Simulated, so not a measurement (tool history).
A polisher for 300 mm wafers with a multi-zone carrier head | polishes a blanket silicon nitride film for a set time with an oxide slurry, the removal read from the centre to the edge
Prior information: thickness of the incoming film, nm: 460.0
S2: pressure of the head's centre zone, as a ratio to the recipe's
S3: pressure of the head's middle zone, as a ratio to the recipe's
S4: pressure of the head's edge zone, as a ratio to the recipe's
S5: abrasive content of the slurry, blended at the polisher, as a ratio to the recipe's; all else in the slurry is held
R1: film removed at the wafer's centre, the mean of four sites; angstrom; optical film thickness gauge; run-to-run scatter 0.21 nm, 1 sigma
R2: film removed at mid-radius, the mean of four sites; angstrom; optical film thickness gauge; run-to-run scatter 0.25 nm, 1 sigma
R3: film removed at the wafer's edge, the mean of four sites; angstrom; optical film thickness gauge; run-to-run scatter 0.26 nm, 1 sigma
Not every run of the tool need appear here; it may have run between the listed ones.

Run 1, hour 0: flow of slurry (ml/min) 155, S2 1, S3 1, S4 1, S5 1, polishing time (s) 54. Result: R1 457.19 angstrom, R2 438.62 angstrom, R3 458.1 angstrom.
Run 2, hour 4.7: flow of slurry (ml/min) 145, S2 0.97, S3 0.99, S4 0.97, S5 0.85, polishing time (s) 51. Result: R1 361.52 angstrom, R2 361.65 angstrom, R3 371.75 angstrom.
Run 3, hour 5.2: flow of slurry (ml/min) 120, S2 0.97, S3 0.99, S4 0.97, S5 0.85, polishing time (s) 51. Result: R1 346.88 angstrom, R2 343.41 angstrom, R3 359.4 angstrom.
Run 4, hour 12.2: flow of slurry (ml/min) 155, S2 0.97, S3 0.99, S4 0.97, S5 0.85, polishing time (s) 51. Result: R1 370.78 angstrom, R2 367.38 angstrom, R3 379.46 angstrom.
Run 5, hour 15.6: flow of slurry (ml/min) 155, S2 0.97, S3 0.99, S4 1.01, S5 0.85, polishing time (s) 51. Result: R1 371.07 angstrom, R2 369.89 angstrom, R3 371.94 angstrom.
Run 6, hour 20.6: flow of slurry (ml/min) 155, S2 0.97, S3 1.07, S4 1.01, S5 0.85, polishing time (s) 51. Result: R1 375.58 angstrom, R2 393.14 angstrom, R3 373.03 angstrom.
Run 7, hour 23.6: flow of slurry (ml/min) 145, S2 0.95, S3 1.04, S4 1.01, S5 0.75, polishing time (s) 50. Result: R1 306.83 angstrom, R2 333.55 angstrom, R3 332.17 angstrom.
Run 8, hour 29.9: flow of slurry (ml/min) 145, S2 0.95, S3 1.02, S4 0.99, S5 0.7, polishing time (s) 49. Result: R1 283.93 angstrom, R2 296.64 angstrom, R3 300.91 angstrom.

What does the tool deliver on the next run?
Run 9, hour 36.2: flow of slurry (ml/min) 145, S2 0.95, S3 1.02, S4 0.99, S5 0.7, polishing time (s) 49. Result: R1 ?, R2 ?, R3 ?.

Run 9 yielded R1 282.78 angstrom, R2 299.51 angstrom, R3 300.44 angstrom.

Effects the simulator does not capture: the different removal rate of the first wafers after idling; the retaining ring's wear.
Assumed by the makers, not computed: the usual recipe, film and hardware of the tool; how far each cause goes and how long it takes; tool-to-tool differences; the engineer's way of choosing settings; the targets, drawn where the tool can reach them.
